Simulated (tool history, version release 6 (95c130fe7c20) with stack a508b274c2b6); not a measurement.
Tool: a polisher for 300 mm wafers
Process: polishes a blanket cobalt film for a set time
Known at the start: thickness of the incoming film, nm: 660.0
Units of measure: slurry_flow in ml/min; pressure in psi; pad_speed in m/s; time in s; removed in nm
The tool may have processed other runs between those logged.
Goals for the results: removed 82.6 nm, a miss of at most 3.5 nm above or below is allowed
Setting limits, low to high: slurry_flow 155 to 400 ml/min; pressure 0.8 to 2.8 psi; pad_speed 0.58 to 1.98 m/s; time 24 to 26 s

| run | hour | slurry_flow | pressure | pad_speed | time | removed |
|---|---|---|---|---|---|---|
| 1 | 0 | 255 | 1.8 | 1.28 | 26 | 142.53 |
| 2 | 4.9 | 255 | 1.7 | 1.28 | 26 | 133.89 |
| 3 | 8.5 | 255 | 1.6 | 1.28 | 26 | 129.57 |
| 4 | 15.6 | 255 | 1.5 | 1.26 | 26 | 119.53 |
| 5 | 20.3 | 255 | 1.5 | 1.12 | 26 | 108.56 |
| 6 | 28.6 | 255 | 1.5 | 1.42 | 26 | 138.85 |
| 7 | 35 | 255 | 1.4 | 1.4 | 26 | 127.04 |
| 8 | 41.9 | 255 | 1.3 | 1.38 | 26 | 120.58 |
| 9 | 42.6 | 255 | 1.2 | 1.36 | 26 | 113.64 |
| 10 | 48.9 | 255 | 1.2 | 1.34 | 26 | 111.78 |
| 11 | 50.9 | 255 | 1.2 | 1.32 | 26 | 109.67 |
| 12 | 54.5 | 255 | 1.2 | 1.3 | 26 | 108.99 |
|  | 57.7 | slurry nozzle cleaned |
| 13 | 57.7 | 255 | 1.2 | 1.28 | 26 | 109.66 |
| 14 | 64.5 | 255 | 1.2 | 1.26 | 26 | 107.5 |

5 next moves are on the table. One of them brings every result within its allowed miss. Which?
| A | 71.3 | 250 | 1.2 | 1.5 | 26 | ? |
| B | 71.3 | 325 | 0.9 | 1.28 | 26 | ? |
| C | 71.3 | 245 | 1.5 | 1.3 | 26 | ? |
| D | 71.3 | 230 | 1.2 | 1.06 | 24 | ? |
| E | 71.3 | 240 | 0.8 | 1.2 | 24 | ? |

| move | removed |
|---|---|
| A | 127.12 |
| B | 94.815 |
| C | 127.02 |
| D | 83.038 |
| E | 75.134 |
A: lands further from the targets than the last run did
B: nearer the targets than the last run, but a result is still out of spec
C: lands further from the targets than the last run did
D: hits every target within its allowed miss
E: takes the result that was furthest off past its target
Correct choice: D, which meets every target

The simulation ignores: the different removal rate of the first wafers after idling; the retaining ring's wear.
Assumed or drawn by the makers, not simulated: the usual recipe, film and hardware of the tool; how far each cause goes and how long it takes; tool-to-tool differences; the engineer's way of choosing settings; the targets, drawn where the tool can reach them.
